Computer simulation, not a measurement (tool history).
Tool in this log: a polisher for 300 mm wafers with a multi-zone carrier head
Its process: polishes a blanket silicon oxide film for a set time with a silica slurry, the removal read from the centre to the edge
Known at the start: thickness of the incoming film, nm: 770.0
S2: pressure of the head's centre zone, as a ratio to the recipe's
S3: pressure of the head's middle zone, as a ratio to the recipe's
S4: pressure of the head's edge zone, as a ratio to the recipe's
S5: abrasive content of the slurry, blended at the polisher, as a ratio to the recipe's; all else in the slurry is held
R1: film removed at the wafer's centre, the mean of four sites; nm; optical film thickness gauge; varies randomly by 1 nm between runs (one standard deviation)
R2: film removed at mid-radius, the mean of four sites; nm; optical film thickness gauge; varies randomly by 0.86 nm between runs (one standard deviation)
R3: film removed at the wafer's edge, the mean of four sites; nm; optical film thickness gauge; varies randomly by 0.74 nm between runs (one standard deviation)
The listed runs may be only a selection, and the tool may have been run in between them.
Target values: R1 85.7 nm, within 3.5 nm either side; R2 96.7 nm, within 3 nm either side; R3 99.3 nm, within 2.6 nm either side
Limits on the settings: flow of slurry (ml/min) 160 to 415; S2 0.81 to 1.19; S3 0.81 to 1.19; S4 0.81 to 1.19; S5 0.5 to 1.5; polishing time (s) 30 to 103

run 1 hour=0 | flow_of_slurry_(ml/min)=265 S2=1 S3=1 S4=1 S5=1 polishing_time_(s)=66 | R1=235.59 R2=244.22 R3=234.1
run 2 hour=3.8 | flow_of_slurry_(ml/min)=245 S2=0.96 S3=0.97 S4=0.98 S5=0.9 polishing_time_(s)=58 | R1=185.18 R2=192.75 R3=193.61
run 3 hour=5.7 | flow_of_slurry_(ml/min)=240 S2=0.93 S3=0.97 S4=0.95 S5=0.8 polishing_time_(s)=52 | R1=152.89 R2=166.81 R3=159.95
run 4 hour=9.8 | flow_of_slurry_(ml/min)=240 S2=0.93 S3=0.93 S4=0.95 S5=0.8 polishing_time_(s)=52 | R1=153.77 R2=161.56 R3=162.87
run 5 hour=15.7 | flow_of_slurry_(ml/min)=230 S2=0.91 S3=0.91 S4=0.93 S5=0.75 polishing_time_(s)=48 | R1=130.92 R2=140.38 R3=141
run 6 hour=21.4 | flow_of_slurry_(ml/min)=230 S2=0.91 S3=0.84 S4=0.93 S5=0.75 polishing_time_(s)=48 | R1=131.53 R2=130.58 R3=142.9
run 7 hour=24.8 | flow_of_slurry_(ml/min)=220 S2=0.89 S3=0.84 S4=0.91 S5=0.7 polishing_time_(s)=46 | R1=120.41 R2=121.38 R3=127.84
run 8 hour=33 | flow_of_slurry_(ml/min)=215 S2=0.87 S3=0.84 S4=0.92 S5=0.65 polishing_time_(s)=44 | R1=107.79 R2=111.29 R3=120.69
run 9 hour=36.7 | flow_of_slurry_(ml/min)=205 S2=0.86 S3=0.85 S4=0.91 S5=0.6 polishing_time_(s)=44 | R1=98.76 R2=105.55 R3=112.34
run 10 hour=38.9 | flow_of_slurry_(ml/min)=195 S2=0.85 S3=0.85 S4=0.9 S5=0.6 polishing_time_(s)=44 | R1=97.814 R2=104.61 R3=113
run 11 hour=47.3 | flow_of_slurry_(ml/min)=195 S2=0.84 S3=0.85 S4=0.88 S5=0.6 polishing_time_(s)=44 | R1=97.479 R2=104.09 R3=111.62
run 12 hour=50.6 | flow_of_slurry_(ml/min)=190 S2=0.83 S3=0.86 S4=0.87 S5=0.6 polishing_time_(s)=44 | R1=96.397 R2=104.76 R3=110.76
run 13 hour=52.3 | flow_of_slurry_(ml/min)=185 S2=0.83 S3=0.86 S4=0.86 S5=0.6 polishing_time_(s)=44 | R1=96.063 R2=104.87 R3=109.61
run 14 hour=60 | flow_of_slurry_(ml/min)=170 S2=0.81 S3=0.87 S4=0.84 S5=0.5 polishing_time_(s)=41 | R1=77.32 R2=88.093 R3=91.391
run 15 hour=62.4 | flow_of_slurry_(ml/min)=245 S2=0.82 S3=0.88 S4=0.87 S5=0.5 polishing_time_(s)=41 | R1=80.432 R2=93.089 R3=94.43
run 16 hour=67.4 | flow_of_slurry_(ml/min)=245 S2=0.83 S3=0.88 S4=0.88 S5=0.5 polishing_time_(s)=41 | R1=84.267 R2=93.055 R3=95.968
run 17 hour=69.2 | flow_of_slurry_(ml/min)=245 S2=0.83 S3=0.89 S4=0.89 S5=0.5 polishing_time_(s)=41 | R1=82.587 R2=93.404 R3=95.166
run 18 hour=70.7 | flow_of_slurry_(ml/min)=245 S2=0.83 S3=0.89 S4=0.89 S5=0.5 polishing_time_(s)=41 | R1=82.907 R2=92.828 R3=96.304
run 19 hour=75.5 | flow_of_slurry_(ml/min)=245 S2=0.83 S3=0.9 S4=0.9 S5=0.5 polishing_time_(s)=41 | R1=82.321 R2=95.772 R3=95.505
run 20 hour=84.2 | flow_of_slurry_(ml/min)=245 S2=0.83 S3=0.9 S4=0.91 S5=0.5 polishing_time_(s)=41 | R1=84.756 R2=93.089 R3=96.18

Below are 4 possible settings for the next run. Only one of them brings all results inside the allowed miss of their targets. Which is it?
run A hour=92.9 | flow_of_slurry_(ml/min)=245 S2=0.81 S3=0.87 S4=0.86 S5=0.5 polishing_time_(s)=43 | R1=? R2=? R3=?
run B hour=92.9 | flow_of_slurry_(ml/min)=240 S2=0.98 S3=0.97 S4=0.94 S5=0.55 polishing_time_(s)=35 | R1=? R2=? R3=?
run C hour=92.9 | flow_of_slurry_(ml/min)=220 S2=0.89 S3=0.91 S4=0.81 S5=0.55 polishing_time_(s)=39 | R1=? R2=? R3=?
run D hour=92.9 | flow_of_slurry_(ml/min)=200 S2=0.97 S3=0.92 S4=1.04 S5=0.6 polishing_time_(s)=34 | R1=? R2=? R3=?

move=A R1=84.581 R2=96.224 R3=98.018
move=B R1=88.154 R2=90.47 R3=87.698
move=C R1=88.142 R2=94.713 R3=90.775
move=D R1=87.013 R2=86.556 R3=92.627
A: hits every target within its allowed miss
B: misses by more than the last run did
C: gets the furthest-off result to its target, but another result is out of tolerance
D: misses by more than the last run did
The right move is A.
